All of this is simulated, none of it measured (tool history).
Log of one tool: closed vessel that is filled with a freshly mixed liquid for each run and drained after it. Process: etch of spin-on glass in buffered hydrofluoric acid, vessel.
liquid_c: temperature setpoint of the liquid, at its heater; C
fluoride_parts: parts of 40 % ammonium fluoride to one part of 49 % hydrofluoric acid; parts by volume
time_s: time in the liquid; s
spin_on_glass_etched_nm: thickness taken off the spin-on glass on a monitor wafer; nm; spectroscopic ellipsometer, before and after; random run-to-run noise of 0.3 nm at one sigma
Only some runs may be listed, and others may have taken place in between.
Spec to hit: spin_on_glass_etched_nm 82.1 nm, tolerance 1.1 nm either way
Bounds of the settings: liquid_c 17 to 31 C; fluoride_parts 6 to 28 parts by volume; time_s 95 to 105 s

run,hour,liquid_c,fluoride_parts,time_s,spin_on_glass_etched_nm
1,0,23,17,95,117.68
2,0.7,23,19,95,105.43
3,5.8,23,21,95,96.957
4,8,23,24.5,95,86.749
5,12.1,25.5,24.5,95,99.286
6,15.7,25.5,22.5,95,105.72
7,20.9,24,22.5,95,97.149
8,28.6,20.5,22.5,95,80.269

Which of these 5 next moves meets every target?
A,36.3,21,24,95,?
B,36.3,20,22.5,100,?
C,36.3,17,19,100,?
D,36.3,20.5,21,95,?
E,36.3,21,25.5,100,?

move,spin_on_glass_etched_nm
A,79.079
B,82.291
C,79.212
D,84.32
E,79.828
A: further off than the last run
B: every result within its allowed miss
C: further off than the last run
D: the result that was furthest off in the last run now lies on the other side of its target
E: further off than the last run
B meets every target.

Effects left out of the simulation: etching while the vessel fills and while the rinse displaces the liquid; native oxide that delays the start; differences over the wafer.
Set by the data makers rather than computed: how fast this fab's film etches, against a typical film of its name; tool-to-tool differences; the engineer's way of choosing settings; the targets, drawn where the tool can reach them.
